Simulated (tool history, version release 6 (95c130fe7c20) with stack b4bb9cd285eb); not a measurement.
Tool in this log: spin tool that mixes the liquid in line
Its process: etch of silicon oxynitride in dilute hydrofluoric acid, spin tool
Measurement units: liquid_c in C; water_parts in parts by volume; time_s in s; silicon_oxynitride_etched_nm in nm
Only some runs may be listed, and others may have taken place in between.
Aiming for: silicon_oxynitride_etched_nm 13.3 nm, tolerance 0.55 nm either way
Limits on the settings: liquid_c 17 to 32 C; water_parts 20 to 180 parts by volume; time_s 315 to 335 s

{"run": 1, "day": 0.0, "liquid_c": 24, "water_parts": 100, "time_s": 315, "silicon_oxynitride_etched_nm": 6.1003}
{"run": 2, "day": 0.162, "liquid_c": 25, "water_parts": 95, "time_s": 315, "silicon_oxynitride_etched_nm": 6.7508}
{"run": 3, "day": 0.288, "liquid_c": 26.5, "water_parts": 95, "time_s": 315, "silicon_oxynitride_etched_nm": 7.1026}
{"run": 4, "day": 0.358, "liquid_c": 26.5, "water_parts": 115, "time_s": 315, "silicon_oxynitride_etched_nm": 5.8816}
{"run": 5, "day": 0.638, "liquid_c": 29.5, "water_parts": 115, "time_s": 315, "silicon_oxynitride_etched_nm": 6.6542}
{"run": 6, "day": 0.833, "liquid_c": 29.5, "water_parts": 115, "time_s": 335, "silicon_oxynitride_etched_nm": 7.009}
{"run": 7, "day": 1.121, "liquid_c": 30, "water_parts": 105, "time_s": 335, "silicon_oxynitride_etched_nm": 8.0054}
{"run": 8, "day": 1.338, "liquid_c": 30.5, "water_parts": 100, "time_s": 335, "silicon_oxynitride_etched_nm": 8.6411}
{"run": 9, "day": 1.596, "liquid_c": 30.5, "water_parts": 95, "time_s": 335, "silicon_oxynitride_etched_nm": 9.2457}
{"run": 10, "day": 1.892, "liquid_c": 32, "water_parts": 65, "time_s": 335, "silicon_oxynitride_etched_nm": 14.777}
{"run": 11, "day": 1.996, "liquid_c": 31.5, "water_parts": 65, "time_s": 335, "silicon_oxynitride_etched_nm": 14.625}
{"run": 12, "day": 2.017, "liquid_c": 31, "water_parts": 65, "time_s": 335, "silicon_oxynitride_etched_nm": 14.183}

Which single option among these 5 for the next run brings every result within its allowed miss of target? Just one does.
{"run": "A", "day": 2.038, "liquid_c": 31.5, "water_parts": 60, "time_s": 335, "silicon_oxynitride_etched_nm": "?"}
{"run": "B", "day": 2.038, "liquid_c": 31, "water_parts": 60, "time_s": 335, "silicon_oxynitride_etched_nm": "?"}
{"run": "C", "day": 2.038, "liquid_c": 29.5, "water_parts": 65, "time_s": 335, "silicon_oxynitride_etched_nm": "?"}
{"run": "D", "day": 2.038, "liquid_c": 29.5, "water_parts": 60, "time_s": 335, "silicon_oxynitride_etched_nm": "?"}
{"run": "E", "day": 2.038, "liquid_c": 30, "water_parts": 60, "time_s": 335, "silicon_oxynitride_etched_nm": "?"}

move=A silicon_oxynitride_etched_nm=15.732
move=B silicon_oxynitride_etched_nm=15.376
move=C silicon_oxynitride_etched_nm=13.177
move=D silicon_oxynitride_etched_nm=14.348
move=E silicon_oxynitride_etched_nm=14.684
A: misses by more than the last run did
B: misses by more than the last run did
C: all results in spec
D: misses by more than the last run did
E: misses by more than the last run did
Answer: C
